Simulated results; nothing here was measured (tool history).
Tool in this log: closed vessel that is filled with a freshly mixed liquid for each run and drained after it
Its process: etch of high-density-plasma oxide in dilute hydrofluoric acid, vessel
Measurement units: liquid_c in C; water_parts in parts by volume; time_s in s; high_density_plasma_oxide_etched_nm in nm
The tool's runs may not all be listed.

run,hour,liquid_c,water_parts,time_s,high_density_plasma_oxide_etched_nm
1,0.0,20.0,75,805,51.393
2,3.9,21.5,75,805,56.378
3,8.9,18.5,75,805,49.208
4,14.3,18.5,75,865,52.273
5,23.4,19.5,75,865,54.388
6,27.6,19.5,75,865,54.222

What will run 7 give?
7,29.4,20.5,75,865,?

Run 7 gave high_density_plasma_oxide_etched_nm 57.429 nm.

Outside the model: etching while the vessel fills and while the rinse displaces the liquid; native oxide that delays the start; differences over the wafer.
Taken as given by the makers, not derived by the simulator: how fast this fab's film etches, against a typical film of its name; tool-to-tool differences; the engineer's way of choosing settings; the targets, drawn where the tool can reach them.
